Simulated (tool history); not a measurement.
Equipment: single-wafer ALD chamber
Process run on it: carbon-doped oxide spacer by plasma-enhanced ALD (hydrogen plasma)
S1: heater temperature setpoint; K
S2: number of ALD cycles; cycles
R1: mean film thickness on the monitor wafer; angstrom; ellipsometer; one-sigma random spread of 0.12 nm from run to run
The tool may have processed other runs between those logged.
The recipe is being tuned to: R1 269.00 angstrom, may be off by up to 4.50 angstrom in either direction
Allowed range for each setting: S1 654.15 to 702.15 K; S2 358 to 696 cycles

run,hour,S1,S2,R1
1,0.0,678.15,527,247.54
2,4.6,676.15,532,251.59
3,12.7,676.15,492,232.81
4,16.7,676.15,454,214.40
5,22.9,674.15,471,225.19
6,27.0,681.15,471,218.81
7,36.1,678.15,484,227.03
8,40.3,675.15,495,233.67
9,43.4,673.15,506,241.59
10,51.6,671.15,512,244.32
11,56.5,670.15,519,247.22

Which single option among these 5 for the next run brings every result within its allowed miss of target? Just one does.
A,61.4,672.15,546,?
B,61.4,669.15,563,?
C,61.4,665.15,583,?
D,61.4,674.15,535,?
E,61.4,670.15,548,?

move,R1
A,260.38
B,268.49
C,278.03
D,254.80
E,261.34
A: an improvement on the last run, though not all results are within tolerance
B: every result within its allowed miss
C: takes the biggest miss from the last run beyond its target
D: an improvement on the last run, though not all results are within tolerance
E: an improvement on the last run, though not all results are within tolerance
Go with B: it meets all targets.

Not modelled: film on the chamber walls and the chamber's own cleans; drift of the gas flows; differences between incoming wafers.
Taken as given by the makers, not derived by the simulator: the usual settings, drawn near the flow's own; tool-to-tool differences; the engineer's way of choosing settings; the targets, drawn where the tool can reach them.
